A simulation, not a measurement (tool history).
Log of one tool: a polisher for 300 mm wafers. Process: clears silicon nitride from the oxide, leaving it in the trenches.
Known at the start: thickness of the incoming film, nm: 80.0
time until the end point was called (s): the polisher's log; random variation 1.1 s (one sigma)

run,day,flow of slurry (ml/min),pressure of the wafer on the pad (psi),speed of the pad under the wafer (m/s),overpolish time after the end point (s),time until the end point was called (s)
1,0,210,2.4,1.12,3,92.275
2,0.338,210,2.4,1.38,3,77.793
3,0.671,210,2.2,1.38,3,82.538
4,0.967,210,2.2,1.52,3,77.155
5,1.154,210,2,1.52,3,83.098
6,1.496,190,2,1.52,3,84.062
7,1.812,190,1.8,1.52,3,91.58
8,2.038,190,1.7,1.52,3,97.205

The next listed run, before its measurement:
9,2.154,190,1.6,1.52,3,?

time until the end point was called (s): 101.58
